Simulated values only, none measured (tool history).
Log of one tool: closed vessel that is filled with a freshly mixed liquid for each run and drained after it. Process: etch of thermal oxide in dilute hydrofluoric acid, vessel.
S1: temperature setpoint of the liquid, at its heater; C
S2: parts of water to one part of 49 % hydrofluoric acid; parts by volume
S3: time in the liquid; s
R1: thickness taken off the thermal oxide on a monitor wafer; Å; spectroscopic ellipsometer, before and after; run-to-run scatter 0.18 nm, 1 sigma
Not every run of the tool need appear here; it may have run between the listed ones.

{"run": 1, "hour": 0.0, "S1": 25, "S2": 75, "S3": 425, "R1": 281.58}
{"run": 2, "hour": 2.4, "S1": 26, "S2": 75, "S3": 425, "R1": 292.77}
{"run": 3, "hour": 7.9, "S1": 28, "S2": 75, "S3": 425, "R1": 317.61}
{"run": 4, "hour": 14.7, "S1": 30.5, "S2": 75, "S3": 425, "R1": 347.63}
{"run": 5, "hour": 15.3, "S1": 30.5, "S2": 75, "S3": 450, "R1": 371.08}
{"run": 6, "hour": 20.4, "S1": 33, "S2": 75, "S3": 450, "R1": 405.74}
{"run": 7, "hour": 22.7, "S1": 33, "S2": 75, "S3": 450, "R1": 406.43}
{"run": 8, "hour": 26.7, "S1": 33, "S2": 70, "S3": 450, "R1": 438.16}

What will run 9 give?
{"run": 9, "hour": 34.2, "S1": 33, "S2": 45, "S3": 450, "R1": "?"}

R1: 711.89 Å

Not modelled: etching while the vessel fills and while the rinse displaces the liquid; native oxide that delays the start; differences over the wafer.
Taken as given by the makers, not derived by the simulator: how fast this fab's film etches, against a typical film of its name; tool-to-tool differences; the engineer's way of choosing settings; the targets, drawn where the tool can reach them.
